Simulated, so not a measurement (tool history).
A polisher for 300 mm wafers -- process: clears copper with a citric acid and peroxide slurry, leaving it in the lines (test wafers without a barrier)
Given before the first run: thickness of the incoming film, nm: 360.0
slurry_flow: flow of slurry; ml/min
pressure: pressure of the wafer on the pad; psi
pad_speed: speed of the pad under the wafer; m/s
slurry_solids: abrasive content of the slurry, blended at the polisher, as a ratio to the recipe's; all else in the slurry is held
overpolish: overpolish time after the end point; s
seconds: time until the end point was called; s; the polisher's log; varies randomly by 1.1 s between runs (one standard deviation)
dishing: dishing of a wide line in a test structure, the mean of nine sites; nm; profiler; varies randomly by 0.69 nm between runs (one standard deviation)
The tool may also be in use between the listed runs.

{"run": 1, "hour": 0.0, "slurry_flow": 190, "pressure": 3.3, "pad_speed": 1.42, "slurry_solids": 1.0, "overpolish": 14, "seconds": 127.51, "dishing": 30.067}
{"run": 2, "hour": 7.6, "slurry_flow": 190, "pressure": 3.3, "pad_speed": 1.06, "slurry_solids": 1.0, "overpolish": 14, "seconds": 151.45, "dishing": 26.221}
{"run": 3, "hour": 16.3, "slurry_flow": 185, "pressure": 3.5, "pad_speed": 1.06, "slurry_solids": 1.0, "overpolish": 15, "seconds": 142.93, "dishing": 28.749}
{"run": 4, "hour": 18.8, "slurry_flow": 200, "pressure": 3.5, "pad_speed": 1.06, "slurry_solids": 1.0, "overpolish": 15, "seconds": 139.46, "dishing": 29.346}
{"run": 5, "hour": 26.5, "slurry_flow": 200, "pressure": 3.5, "pad_speed": 1.06, "slurry_solids": 1.2, "overpolish": 15, "seconds": 135.65, "dishing": 31.228}
{"run": 6, "hour": 30.7, "slurry_flow": 200, "pressure": 3.5, "pad_speed": 0.74, "slurry_solids": 1.2, "overpolish": 15, "seconds": 163.63, "dishing": 25.701}
{"hour": 32.8, "done": "head pressure recalibrated"}
{"run": 7, "hour": 32.8, "slurry_flow": 195, "pressure": 3.7, "pad_speed": 0.74, "slurry_solids": 1.2, "overpolish": 16, "seconds": 167.36, "dishing": 26.867}

Expected results for the next run?
{"run": 8, "hour": 40.8, "slurry_flow": 205, "pressure": 4.0, "pad_speed": 0.74, "slurry_solids": 1.2, "overpolish": 17, "seconds": "?", "dishing": "?"}

{"run 8": {"seconds": 153.93, "dishing": 30.311}}

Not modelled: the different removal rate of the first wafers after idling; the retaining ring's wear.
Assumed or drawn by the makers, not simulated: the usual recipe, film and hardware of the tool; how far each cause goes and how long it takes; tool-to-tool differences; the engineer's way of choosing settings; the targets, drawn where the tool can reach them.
